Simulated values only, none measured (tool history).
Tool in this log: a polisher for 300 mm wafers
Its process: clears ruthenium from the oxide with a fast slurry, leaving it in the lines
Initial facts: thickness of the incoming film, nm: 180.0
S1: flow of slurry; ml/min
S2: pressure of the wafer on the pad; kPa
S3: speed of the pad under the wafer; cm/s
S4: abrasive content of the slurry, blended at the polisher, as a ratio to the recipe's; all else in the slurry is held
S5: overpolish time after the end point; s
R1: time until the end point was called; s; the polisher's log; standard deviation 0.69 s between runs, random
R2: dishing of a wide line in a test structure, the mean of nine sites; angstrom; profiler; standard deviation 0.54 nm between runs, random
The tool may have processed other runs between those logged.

run  hour   S1    S2   S3  S4  S5      R1      R2
  1     0  170  17.9  100   1  21  58.962  607.57
  2   6.5  135  17.9  100   1  21   62.48  550.41
  3  14.4  135  17.9  100   1  16  61.434  433.49
  4  17.2  135  17.9  100   1  14  62.619   404.6
  5  25.4  135  19.3  100   1  14  59.275  403.82
  6  31.8  135  19.3   98   1  12  58.998  371.23
  7  38.5  130  19.3   98   1  11  59.476  333.29
  8    47  130  19.3   98   1  10  59.179  293.13
  9  49.9  130  19.3   98   1  10  59.717  308.67
 10  57.1  130  19.3   98   1  10  58.885   303.5

Run 11 is up next; what results do you expect?
 11  62.7  125  19.3  98   1  10   ?   ?

{"run 11": {"R1": 60.178, "R2": 296.84}}
